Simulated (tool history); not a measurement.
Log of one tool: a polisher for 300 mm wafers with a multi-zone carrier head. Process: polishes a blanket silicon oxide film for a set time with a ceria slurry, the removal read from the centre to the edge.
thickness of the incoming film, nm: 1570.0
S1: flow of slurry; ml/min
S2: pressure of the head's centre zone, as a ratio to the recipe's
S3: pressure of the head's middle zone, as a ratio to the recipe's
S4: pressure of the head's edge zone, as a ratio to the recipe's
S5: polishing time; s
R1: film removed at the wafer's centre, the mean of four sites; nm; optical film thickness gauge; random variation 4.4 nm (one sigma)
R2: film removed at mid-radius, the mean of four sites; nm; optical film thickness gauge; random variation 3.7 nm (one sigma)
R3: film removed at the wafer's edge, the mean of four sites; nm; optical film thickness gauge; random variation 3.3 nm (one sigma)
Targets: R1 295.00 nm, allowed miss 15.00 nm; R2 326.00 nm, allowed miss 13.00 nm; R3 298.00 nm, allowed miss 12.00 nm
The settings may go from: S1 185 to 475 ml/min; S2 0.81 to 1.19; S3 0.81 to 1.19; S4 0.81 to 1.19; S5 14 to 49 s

run  hour   S1    S2    S3    S4  S5      R1      R2      R3
  1   0.0  305  1.00  1.00  1.00  31  202.57  215.64  215.22
  2   4.7  310  1.03  1.05  1.02  34  227.14  247.78  241.87
  3  10.6  315  1.06  1.09  1.03  36  254.89  269.46  251.30
  4  14.8  315  1.06  1.11  1.05  38  267.76  291.31  270.88
  5  16.8  315  1.07  1.12  1.06  39  269.13  301.75  274.43
  6  21.2  315  1.07  1.06  1.06  39  273.86  286.39  282.66
  7  22.5  320  1.07  1.08  1.06  40  281.60  293.24  283.62
  8  30.5  315  1.04  1.16  1.07  43  298.39  338.01  307.37

5 next moves are on the table. One of them brings every result within its allowed miss. Which?
  A  38.5  315  1.10  1.12  1.08  45   ?   ?   ?
  B  38.5  290  0.99  1.07  1.16  44   ?   ?   ?
  C  38.5  190  1.05  1.14  1.13  47   ?   ?   ?
  D  38.5  385  1.03  1.19  0.98  44   ?   ?   ?
  E  38.5  305  1.07  1.15  1.07  42   ?   ?   ?

move      R1      R2      R3
   A  323.59  343.25  317.90
   B  288.54  320.12  320.50
   C  302.26  340.31  322.90
   D  306.58  360.12  300.18
   E  294.51  326.72  294.48
A: further off than the last run
B: brings the result that was furthest off to its target, and leaves another outside
C: further off than the last run
D: further off than the last run
E: meets every target
Move E is the one to make.

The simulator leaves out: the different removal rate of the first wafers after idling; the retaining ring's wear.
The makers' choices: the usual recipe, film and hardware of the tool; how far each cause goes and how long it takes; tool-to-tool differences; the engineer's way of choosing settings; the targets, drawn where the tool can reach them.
